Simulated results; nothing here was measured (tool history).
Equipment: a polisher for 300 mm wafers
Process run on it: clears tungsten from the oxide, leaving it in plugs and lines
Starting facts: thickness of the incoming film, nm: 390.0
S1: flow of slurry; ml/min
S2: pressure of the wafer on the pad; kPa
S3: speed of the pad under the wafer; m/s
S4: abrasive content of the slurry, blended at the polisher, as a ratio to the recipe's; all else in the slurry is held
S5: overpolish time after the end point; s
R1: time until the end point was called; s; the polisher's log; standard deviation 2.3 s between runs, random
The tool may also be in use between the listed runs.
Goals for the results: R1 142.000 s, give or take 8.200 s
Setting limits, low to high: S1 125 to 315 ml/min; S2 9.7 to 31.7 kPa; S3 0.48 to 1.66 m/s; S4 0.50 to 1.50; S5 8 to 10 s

run 1 hour=0.0 | S1=205 S2=20.7 S3=1.06 S4=1.00 S5=10 | R1=89.210
run 2 hour=8.4 | S1=205 S2=20.7 S3=1.06 S4=1.00 S5=8 | R1=91.928
run 3 hour=14.0 | S1=205 S2=20.0 S3=1.06 S4=1.00 S5=8 | R1=91.928
run 4 hour=17.3 | S1=250 S2=20.0 S3=1.06 S4=1.00 S5=8 | R1=89.992
run 5 hour=21.0 | S1=275 S2=20.0 S3=1.06 S4=1.00 S5=8 | R1=86.229
run 6 hour=25.7 | S1=275 S2=17.9 S3=1.06 S4=1.00 S5=8 | R1=97.504
run 7 hour=30.3 | S1=275 S2=17.2 S3=1.06 S4=1.00 S5=8 | R1=100.970
run 8 hour=31.9 | S1=275 S2=16.5 S3=1.06 S4=1.00 S5=8 | R1=104.220
run 9 hour=40.8 | S1=275 S2=15.9 S3=1.06 S4=1.00 S5=8 | R1=103.590
run 10 hour=47.0 | S1=275 S2=15.2 S3=1.04 S4=1.00 S5=8 | R1=111.860
run 11 hour=54.6 | S1=275 S2=14.5 S3=1.04 S4=1.00 S5=8 | R1=114.180

4 candidate next runs follow, results not yet known. Just one meets every target within its allowed miss. Identify it.
run A hour=62.2 | S1=315 S2=14.5 S3=0.96 S4=0.90 S5=10 | R1=?
run B hour=62.2 | S1=300 S2=15.2 S3=0.80 S4=0.95 S5=8 | R1=?
run C hour=62.2 | S1=255 S2=15.2 S3=0.94 S4=1.10 S5=10 | R1=?
run D hour=62.2 | S1=310 S2=11.0 S3=1.18 S4=0.95 S5=9 | R1=?

move=A R1=121.330
move=B R1=135.440
move=C R1=115.830
move=D R1=119.200
A: gains on the last run, yet a result remains outside its allowed miss
B: meets every target
C: gains on the last run, yet a result remains outside its allowed miss
D: gains on the last run, yet a result remains outside its allowed miss
B is the move that brings every result within its allowed miss.
